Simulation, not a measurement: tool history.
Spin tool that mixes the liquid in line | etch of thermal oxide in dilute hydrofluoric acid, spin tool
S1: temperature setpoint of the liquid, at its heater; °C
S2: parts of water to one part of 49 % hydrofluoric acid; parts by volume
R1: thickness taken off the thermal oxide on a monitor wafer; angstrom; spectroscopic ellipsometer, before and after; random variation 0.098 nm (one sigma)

run 1 hour=0.0 | S1=25.0 S2=210 time_under_the_liquid_(s)=270 | R1=58.182
run 2 hour=4.7 | S1=23.5 S2=210 time_under_the_liquid_(s)=270 | R1=56.417
run 3 hour=10.8 | S1=25.5 S2=210 time_under_the_liquid_(s)=270 | R1=61.057
run 4 hour=16.9 | S1=25.5 S2=165 time_under_the_liquid_(s)=270 | R1=81.439
run 5 hour=17.5 | S1=25.5 S2=115 time_under_the_liquid_(s)=270 | R1=123.910
run 6 hour=23.4 | S1=25.5 S2=85 time_under_the_liquid_(s)=270 | R1=170.680
run 7 hour=26.3 | S1=25.5 S2=85 time_under_the_liquid_(s)=270 | R1=174.490
run 8 hour=33.8 | S1=25.5 S2=85 time_under_the_liquid_(s)=270 | R1=175.640
run 9 hour=41.0 | S1=21.5 S2=155 time_under_the_liquid_(s)=270 | R1=75.474
run 10 hour=46.8 | S1=22.0 S2=155 time_under_the_liquid_(s)=270 | R1=76.100

Forecast run 11:
run 11 hour=51.0 | S1=22.5 S2=155 time_under_the_liquid_(s)=270 | R1=?

R1: 76.685 angstrom
